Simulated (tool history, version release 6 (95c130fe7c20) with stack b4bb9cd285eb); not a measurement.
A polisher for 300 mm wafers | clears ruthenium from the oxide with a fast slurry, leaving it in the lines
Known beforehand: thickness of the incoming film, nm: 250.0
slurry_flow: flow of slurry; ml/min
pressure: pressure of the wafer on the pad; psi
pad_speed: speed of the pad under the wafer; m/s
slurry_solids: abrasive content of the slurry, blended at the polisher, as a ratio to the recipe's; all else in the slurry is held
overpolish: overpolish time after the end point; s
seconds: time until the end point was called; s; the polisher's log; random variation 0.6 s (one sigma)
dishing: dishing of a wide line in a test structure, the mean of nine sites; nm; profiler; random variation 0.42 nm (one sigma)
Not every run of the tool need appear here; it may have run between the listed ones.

| run | hour | slurry_flow | pressure | pad_speed | slurry_solids | overpolish | seconds | dishing |
|---|---|---|---|---|---|---|---|---|
| 1 | 0 | 135 | 3.1 | 1.26 | 1 | 11 | 45.165 | 43.728 |
| 2 | 6.8 | 135 | 2.3 | 1.26 | 1 | 11 | 60.491 | 34.524 |
| 3 | 13.7 | 105 | 2.3 | 1.26 | 1 | 11 | 64.623 | 32.728 |
| 4 | 18.1 | 105 | 2.3 | 0.96 | 1 | 11 | 84.655 | 26.251 |
| 5 | 27.1 | 120 | 2.7 | 0.96 | 1 | 10 | 69.663 | 28.835 |
| 6 | 34.1 | 135 | 2.9 | 0.96 | 1 | 9 | 62.046 | 28.598 |
| 7 | 37.8 | 145 | 3 | 0.96 | 1 | 8 | 58.968 | 27.634 |

What does the tool deliver on the next run?
| 8 | 41.2 | 155 | 3.1 | 0.96 | 1 | 8 | ? | ? |

For run 8 the tool returned seconds 55.924 s, dishing 28.008 nm.
